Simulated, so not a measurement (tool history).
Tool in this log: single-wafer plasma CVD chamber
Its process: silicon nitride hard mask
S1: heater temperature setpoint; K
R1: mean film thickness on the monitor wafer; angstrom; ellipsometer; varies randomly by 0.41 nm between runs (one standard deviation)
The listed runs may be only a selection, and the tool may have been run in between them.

run 1 day=0.000 | S1=668.15 chamber_pressure_(Pa)=249 RF_power_(W)=325 deposition_time_(s)=59.8 | R1=778.58
run 2 day=0.183 | S1=668.15 chamber_pressure_(Pa)=281 RF_power_(W)=325 deposition_time_(s)=59.8 | R1=796.01
run 3 day=0.283 | S1=668.15 chamber_pressure_(Pa)=281 RF_power_(W)=290 deposition_time_(s)=59.8 | R1=762.14
run 4 day=0.608 | S1=668.15 chamber_pressure_(Pa)=320 RF_power_(W)=290 deposition_time_(s)=59.8 | R1=788.84
run 5 day=0.912 | S1=668.15 chamber_pressure_(Pa)=324 RF_power_(W)=295 deposition_time_(s)=59.9 | R1=792.51
run 6 day=1.004 | S1=668.15 chamber_pressure_(Pa)=328 RF_power_(W)=305 deposition_time_(s)=60.0 | R1=815.25
-- day=1.325 RF generator calibrated
run 7 day=1.325 | S1=668.15 chamber_pressure_(Pa)=331 RF_power_(W)=310 deposition_time_(s)=60.0 | R1=839.15

Run 8 is up next; what results do you expect?
run 8 day=1.371 | S1=668.15 chamber_pressure_(Pa)=331 RF_power_(W)=310 deposition_time_(s)=60.0 | R1=?

{"run 8": {"R1": 847.19}}
